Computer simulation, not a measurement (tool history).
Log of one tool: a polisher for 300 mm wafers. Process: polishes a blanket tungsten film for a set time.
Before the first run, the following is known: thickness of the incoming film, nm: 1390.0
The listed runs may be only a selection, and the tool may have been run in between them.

run,hour,flow of slurry (ml/min),pressure of the wafer on the pad (psi),speed of the pad under the wafer (m/s),abrasive content of the slurry,polishing time (s),film removed (nm)
1,0.0,125,3.2,1.36,1.0,45,286.43
2,7.7,125,3.2,1.36,1.0,41,251.48
3,13.0,130,3.3,1.36,1.0,41,262.69
4,19.1,130,3.6,1.36,1.0,41,278.87
5,25.7,130,3.7,1.36,1.0,41,285.60
6,28.3,130,3.3,1.36,1.0,41,263.61
7,31.2,130,3.5,1.36,1.0,41,265.80
8,32.3,130,3.7,1.38,1.0,41,286.13

Run 9, settings as shown, results not yet in. Your forecast:
9,35.0,130,3.8,1.38,1.0,41,?

film removed (nm): 291.15

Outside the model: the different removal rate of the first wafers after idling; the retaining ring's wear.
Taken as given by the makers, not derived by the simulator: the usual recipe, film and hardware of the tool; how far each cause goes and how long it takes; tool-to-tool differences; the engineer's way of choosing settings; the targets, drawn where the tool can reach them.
